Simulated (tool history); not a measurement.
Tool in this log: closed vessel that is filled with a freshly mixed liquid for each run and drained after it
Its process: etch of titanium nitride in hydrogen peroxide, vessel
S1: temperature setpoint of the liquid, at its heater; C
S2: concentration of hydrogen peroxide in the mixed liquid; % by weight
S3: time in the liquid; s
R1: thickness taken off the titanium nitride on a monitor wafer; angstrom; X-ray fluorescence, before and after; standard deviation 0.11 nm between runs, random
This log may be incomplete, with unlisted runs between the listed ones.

Run 1, day 0.000: S1 55.0 C, S2 16.5 % by weight, S3 895 s. Result: R1 416.57 angstrom.
Run 2, day 0.358: S1 55.0 C, S2 16.5 % by weight, S3 895 s. Result: R1 417.76 angstrom.
Run 3, day 0.483: S1 54.0 C, S2 16.5 % by weight, S3 895 s. Result: R1 388.97 angstrom.
Run 4, day 0.612: S1 53.5 C, S2 16.5 % by weight, S3 895 s. Result: R1 374.77 angstrom.
Run 5, day 0.771: S1 53.0 C, S2 16.5 % by weight, S3 895 s. Result: R1 363.25 angstrom.
Run 6, day 1.146: S1 59.0 C, S2 16.5 % by weight, S3 895 s. Result: R1 550.03 angstrom.
Run 7, day 1.267: S1 57.0 C, S2 16.5 % by weight, S3 895 s. Result: R1 481.85 angstrom.
Run 8, day 1.371: S1 55.5 C, S2 16.5 % by weight, S3 895 s. Result: R1 433.44 angstrom.
Run 9, day 1.558: S1 54.5 C, S2 16.5 % by weight, S3 895 s. Result: R1 403.22 angstrom.
Run 10, day 1.658: S1 53.5 C, S2 16.5 % by weight, S3 895 s. Result: R1 376.77 angstrom.
Run 11, day 1.771: S1 53.0 C, S2 16.5 % by weight, S3 895 s. Result: R1 360.18 angstrom.
Run 12, day 1.967: S1 52.5 C, S2 16.5 % by weight, S3 895 s. Result: R1 350.48 angstrom.

What will run 13 give?
Run 13, day 2.221: S1 52.5 C, S2 16.5 % by weight, S3 895 s. Result: R1 ?.

{"run 13": {"R1": 349.67}}
